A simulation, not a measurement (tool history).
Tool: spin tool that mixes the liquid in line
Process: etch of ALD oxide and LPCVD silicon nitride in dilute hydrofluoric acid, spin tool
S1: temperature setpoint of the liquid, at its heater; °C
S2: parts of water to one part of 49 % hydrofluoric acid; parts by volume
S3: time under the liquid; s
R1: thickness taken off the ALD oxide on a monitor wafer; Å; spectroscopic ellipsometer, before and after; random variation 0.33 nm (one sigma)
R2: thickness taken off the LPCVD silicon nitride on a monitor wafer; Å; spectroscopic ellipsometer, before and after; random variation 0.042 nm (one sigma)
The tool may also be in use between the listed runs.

run	hour	S1	S2	S3	R1	R2
1	0	21	65	55	245.55	3.6167
2	7.7	21	45	55	359.33	4.7279
3	12.4	22	45	55	381.22	5.3916
4	16.3	22	45	80	541.66	7.9288
5	23.2	21.5	45	80	534.75	8.2398
6	25.3	21.5	60	80	398.5	5.326
7	33.7	25.5	60	80	466.34	8.1039

The next listed run, before its measurement:
8	40.6	25	60	80	?	?

Run 8 gave R1 456.4 Å, R2 6.8835 Å.
